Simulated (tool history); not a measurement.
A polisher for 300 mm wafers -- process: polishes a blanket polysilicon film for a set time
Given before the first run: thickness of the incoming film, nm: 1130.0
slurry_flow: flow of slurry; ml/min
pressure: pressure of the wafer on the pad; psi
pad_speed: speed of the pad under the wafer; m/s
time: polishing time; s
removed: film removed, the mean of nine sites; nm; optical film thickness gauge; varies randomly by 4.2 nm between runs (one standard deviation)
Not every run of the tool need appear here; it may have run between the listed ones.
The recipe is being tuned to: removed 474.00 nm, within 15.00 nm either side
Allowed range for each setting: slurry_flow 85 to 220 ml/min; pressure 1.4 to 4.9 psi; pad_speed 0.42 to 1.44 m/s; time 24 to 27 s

run	hour	slurry_flow	pressure	pad_speed	time	removed
1	0.0	140	3.1	0.92	27	219.93
2	3.1	125	3.1	0.92	27	216.67
3	9.3	130	3.4	0.94	27	244.90
4	13.0	160	3.4	0.94	27	252.46
5	18.0	160	3.7	0.96	27	277.67
6	20.1	160	3.9	1.00	27	308.07
7	21.5	160	4.1	1.02	27	330.61
8	26.8	165	4.2	1.04	27	340.96
9	28.2	165	4.9	1.18	27	446.25
10	29.5	170	4.9	1.18	27	450.28

Exercise: of the 5 proposed moves below, exactly one satisfies all targets within the stated allowed misses. Which move is it?
A	30.8	120	4.9	1.20	27	?
B	30.8	150	4.6	1.24	26	?
C	30.8	210	4.9	1.08	27	?
D	30.8	160	4.9	1.20	26	?
E	30.8	160	4.9	1.26	27	?

move	removed
A	437.29
B	428.47
C	435.98
D	446.63
E	486.46
A: the biggest miss grows against the last run
B: the biggest miss grows against the last run
C: the biggest miss grows against the last run
D: the biggest miss grows against the last run
E: every result within its allowed miss
Correct choice: E, which meets every target
